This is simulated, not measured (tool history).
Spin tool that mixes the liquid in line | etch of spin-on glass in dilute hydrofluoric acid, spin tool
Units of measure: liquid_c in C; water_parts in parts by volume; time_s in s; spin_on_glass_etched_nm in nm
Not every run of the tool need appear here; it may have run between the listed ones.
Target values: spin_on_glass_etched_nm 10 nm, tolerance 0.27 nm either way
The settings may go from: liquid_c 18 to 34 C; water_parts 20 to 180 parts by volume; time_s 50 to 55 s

run	day	liquid_c	water_parts	time_s	spin_on_glass_etched_nm
1	0	26	100	50	15.067
2	0.304	24.5	100	50	14.211
3	0.512	24.5	100	55	15.71
4	0.762	24.5	115	55	13.484
5	1.125	27.5	115	55	15.018
6	1.188	31	115	55	16.91
7	1.383	27	130	55	12.953
8	1.446	25.5	130	55	12.024
9	1.608	24.5	130	55	11.72
10	1.638	23.5	130	55	11.264
11	2	23	130	55	11.041
12	2.204	23	130	55	10.988
13	2.246	22.5	130	55	10.77
14	2.275	22	130	55	10.509
15	2.621	21.5	130	55	10.355

Exactly one of the 5 candidate moves below puts every result within its allowed miss. Which one?
A	2.967	21	125	55	?
B	2.967	22	125	50	?
C	2.967	21.5	125	55	?
D	2.967	22.5	130	55	?
E	2.967	21	115	50	?

move	spin_on_glass_etched_nm
A	10.548
B	9.9785
C	10.76
D	10.704
E	10.539
A: moves away from the targets compared with the last run
B: all results in spec
C: moves away from the targets compared with the last run
D: moves away from the targets compared with the last run
E: moves away from the targets compared with the last run
Move B is the one to make.

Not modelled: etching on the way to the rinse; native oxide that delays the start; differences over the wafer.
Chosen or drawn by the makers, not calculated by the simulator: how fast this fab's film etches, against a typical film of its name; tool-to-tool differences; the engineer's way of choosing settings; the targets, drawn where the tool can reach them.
